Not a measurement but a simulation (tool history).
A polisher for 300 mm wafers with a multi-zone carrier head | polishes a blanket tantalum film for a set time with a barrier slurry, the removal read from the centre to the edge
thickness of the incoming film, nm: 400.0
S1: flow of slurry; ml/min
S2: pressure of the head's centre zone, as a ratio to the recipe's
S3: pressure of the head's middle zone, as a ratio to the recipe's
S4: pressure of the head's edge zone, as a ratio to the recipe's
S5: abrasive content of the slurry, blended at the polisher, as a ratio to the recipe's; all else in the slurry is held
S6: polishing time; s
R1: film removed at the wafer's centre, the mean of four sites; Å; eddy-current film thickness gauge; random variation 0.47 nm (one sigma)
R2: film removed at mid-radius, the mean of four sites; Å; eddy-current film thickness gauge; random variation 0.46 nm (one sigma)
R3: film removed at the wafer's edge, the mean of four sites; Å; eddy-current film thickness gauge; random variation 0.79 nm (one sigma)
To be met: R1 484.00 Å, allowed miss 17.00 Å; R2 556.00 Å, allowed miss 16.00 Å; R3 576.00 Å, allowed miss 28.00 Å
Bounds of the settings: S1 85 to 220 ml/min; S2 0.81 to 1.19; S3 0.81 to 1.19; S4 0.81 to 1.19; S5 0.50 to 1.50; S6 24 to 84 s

run  hour   S1    S2    S3    S4    S5  S6      R1      R2      R3
  1   0.0  140  1.00  1.00  1.00  1.00  54  885.02  915.87  909.54
  2   3.7  130  0.95  0.97  0.97  0.85  50  701.19  747.91  756.44
  3   8.5  120  0.91  0.94  0.93  0.75  50  613.03  662.79  691.71
  4  10.1  115  0.89  0.93  0.90  0.70  50  569.86  616.91  633.68
  5  18.0  150  0.89  0.93  0.90  0.70  50  603.71  650.39  663.74
  6  25.4  150  0.89  0.87  0.90  0.70  50  601.79  621.43  650.56
  7  31.5  135  0.87  0.88  0.88  0.70  50  578.83  607.56  638.23
  8  39.8  135  0.87  0.88  0.88  0.70  50  574.41  599.41  639.05
  9  46.3  125  0.85  0.90  0.86  0.65  50  517.10  564.89  600.22

Which of these 5 next moves meets every target?
  A  52.8  125  0.90  0.96  0.86  0.85  39   ?   ?   ?
  B  52.8  145  0.81  0.90  0.85  0.70  44   ?   ?   ?
  C  52.8  100  0.86  0.87  0.83  0.75  49   ?   ?   ?
  D  52.8  140  0.90  0.92  0.83  0.60  53   ?   ?   ?
  E  52.8  125  0.93  0.86  0.84  0.60  53   ?   ?   ?

move      R1      R2      R3
   A  509.80  570.68  562.21
   B  473.77  556.85  570.26
   C  525.69  573.52  616.70
   D  546.84  588.81  587.24
   E  547.90  541.84  579.63
A: nearer than the last run, and not there yet
B: meets every target
C: further off than the last run
D: further off than the last run
E: further off than the last run
The right move is B.
